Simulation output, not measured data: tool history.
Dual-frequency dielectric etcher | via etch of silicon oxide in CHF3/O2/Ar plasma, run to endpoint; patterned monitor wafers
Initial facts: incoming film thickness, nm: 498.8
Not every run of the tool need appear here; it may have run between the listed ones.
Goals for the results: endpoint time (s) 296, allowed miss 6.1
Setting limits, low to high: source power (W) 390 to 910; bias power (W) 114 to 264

Run 1, day 0: source power (W) 650, bias power (W) 189. Result: endpoint time (s) 267.23.
Run 2, day 0.029: source power (W) 550, bias power (W) 189. Result: endpoint time (s) 281.09.
Run 3, day 0.15: source power (W) 600, bias power (W) 189. Result: endpoint time (s) 271.74.
Run 4, day 0.408: source power (W) 560, bias power (W) 186. Result: endpoint time (s) 279.84.
Run 5, day 0.608: source power (W) 530, bias power (W) 184. Result: endpoint time (s) 285.39.
At day 0.721: bias power generator calibrated.
Run 6, day 0.721: source power (W) 530, bias power (W) 213. Result: endpoint time (s) 268.55.
Run 7, day 0.983: source power (W) 490, bias power (W) 207. Result: endpoint time (s) 280.61.
Run 8, day 1.333: source power (W) 470, bias power (W) 205. Result: endpoint time (s) 281.87.
Run 9, day 1.396: source power (W) 450, bias power (W) 202. Result: endpoint time (s) 288.76.

Which of these 5 next moves meets every target?
Run A, day 1.458: source power (W) 490, bias power (W) 208. Result: endpoint time (s) ?.
Run B, day 1.458: source power (W) 510, bias power (W) 202. Result: endpoint time (s) ?.
Run C, day 1.458: source power (W) 470, bias power (W) 222. Result: endpoint time (s) ?.
Run D, day 1.458: source power (W) 460, bias power (W) 181. Result: endpoint time (s) ?.
Run E, day 1.458: source power (W) 440, bias power (W) 218. Result: endpoint time (s) ?.

move  endpoint time (s)
   A              275.8
   B             275.47
   C              272.9
   D             293.49
   E             279.36
A: lands further from the targets than the last run did
B: lands further from the targets than the last run did
C: lands further from the targets than the last run did
D: each result inside its tolerance
E: lands further from the targets than the last run did
D is the move that brings every result within its allowed miss.

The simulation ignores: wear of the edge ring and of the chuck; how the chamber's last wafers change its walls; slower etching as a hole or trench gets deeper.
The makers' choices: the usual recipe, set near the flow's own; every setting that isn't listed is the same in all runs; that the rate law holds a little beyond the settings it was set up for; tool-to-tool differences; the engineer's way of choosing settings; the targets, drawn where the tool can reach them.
